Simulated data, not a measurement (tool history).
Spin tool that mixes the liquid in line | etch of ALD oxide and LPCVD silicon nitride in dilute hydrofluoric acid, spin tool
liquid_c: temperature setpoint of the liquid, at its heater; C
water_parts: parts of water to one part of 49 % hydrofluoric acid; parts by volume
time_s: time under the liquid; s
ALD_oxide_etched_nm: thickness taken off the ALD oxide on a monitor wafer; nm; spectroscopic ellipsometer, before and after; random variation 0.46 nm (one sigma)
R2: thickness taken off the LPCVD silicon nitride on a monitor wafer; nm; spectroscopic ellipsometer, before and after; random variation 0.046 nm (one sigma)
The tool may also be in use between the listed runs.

{"run": 1, "day": 0.0, "liquid_c": 24.0, "water_parts": 45, "time_s": 70, "ALD_oxide_etched_nm": 23.173, "R2": 0.79827}
{"run": 2, "day": 0.238, "liquid_c": 25.5, "water_parts": 45, "time_s": 70, "ALD_oxide_etched_nm": 24.953, "R2": 0.93514}
{"run": 3, "day": 0.358, "liquid_c": 25.5, "water_parts": 45, "time_s": 80, "ALD_oxide_etched_nm": 28.14, "R2": 0.99686}
{"run": 4, "day": 0.533, "liquid_c": 25.5, "water_parts": 40, "time_s": 80, "ALD_oxide_etched_nm": 32.886, "R2": 1.1794}
{"run": 5, "day": 0.629, "liquid_c": 25.5, "water_parts": 30, "time_s": 80, "ALD_oxide_etched_nm": 44.17, "R2": 1.4325}
{"run": 6, "day": 0.658, "liquid_c": 22.5, "water_parts": 30, "time_s": 80, "ALD_oxide_etched_nm": 38.401, "R2": 1.2483}

The next listed run, before its measurement:
{"run": 7, "day": 0.8, "liquid_c": 23.5, "water_parts": 30, "time_s": 80, "ALD_oxide_etched_nm": "?", "R2": "?"}

ALD_oxide_etched_nm: 40.680 nm
R2: 1.27500 nm
